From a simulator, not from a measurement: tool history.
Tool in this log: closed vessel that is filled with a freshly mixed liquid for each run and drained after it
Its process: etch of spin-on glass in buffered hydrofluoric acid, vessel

run,hour,temperature setpoint of the liquid (°C),parts of 40 % ammonium fluoride to one part of 49 % hydrofluoric acid (parts by volume),time in the liquid (s),thickness taken off the spin-on glass on a monitor wafer (Å)
1,0,23,20.5,30,839.12
2,7.2,24,20.5,30,876.84
3,15.8,25,20.5,30,930.54
4,21.4,25,20.5,30,939.9
5,27,26,20.5,30,985.61
6,36,26.5,20.5,30,999.86
7,40,27,20.5,30,1031.1

Run 8 has not been measured yet. What should we expect?
8,42.1,27.5,20.5,30,?

For run 8 the tool returned thickness taken off the spin-on glass on a monitor wafer (Å) 1076.2.

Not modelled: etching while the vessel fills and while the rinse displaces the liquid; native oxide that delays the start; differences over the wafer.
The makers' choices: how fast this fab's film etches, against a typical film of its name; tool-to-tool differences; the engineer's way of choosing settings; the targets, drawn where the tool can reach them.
